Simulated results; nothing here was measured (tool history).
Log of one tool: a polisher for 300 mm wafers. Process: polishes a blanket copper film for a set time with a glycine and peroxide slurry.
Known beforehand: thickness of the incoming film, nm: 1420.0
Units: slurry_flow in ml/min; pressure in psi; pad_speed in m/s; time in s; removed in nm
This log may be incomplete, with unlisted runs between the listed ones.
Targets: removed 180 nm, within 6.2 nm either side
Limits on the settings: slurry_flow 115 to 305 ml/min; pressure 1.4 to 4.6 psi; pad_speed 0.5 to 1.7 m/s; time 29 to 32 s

run    day  slurry_flow  pressure  pad_speed  time  removed
  1      0          195         3        1.1    32   228.26
  2  0.096          220         3        1.1    32   230.97
  3  0.179          220       2.9        1.1    32   224.85
  4  0.512          190       2.9        1.1    32   219.32
  5  0.654          225       2.9        1.1    32   222.73
  6  0.788          225       3.3        1.1    32   248.66
  7  0.825          225       3.3        1.1    32   246.05
  8  0.888          210       2.5       1.08    32    201.3
  9   0.95          210       2.4       1.08    32   188.46

Which of these 5 next moves meets every target?
  A  1.012          165       2.1       1.14    30        ?
  B  1.012          160       2.2       1.22    29        ?
  C  1.012          210         2       1.18    32        ?
  D  1.012          250       2.3       1.16    32        ?
  E  1.012          215       2.5       1.06    32        ?

move  removed
   A   163.22
   B   169.51
   C   178.85
   D   200.81
   E   197.54
A: carries the result that was furthest off beyond its target, to the other side
B: carries the result that was furthest off beyond its target, to the other side
C: in spec on every target
D: further off than the last run
E: further off than the last run
Answer: C
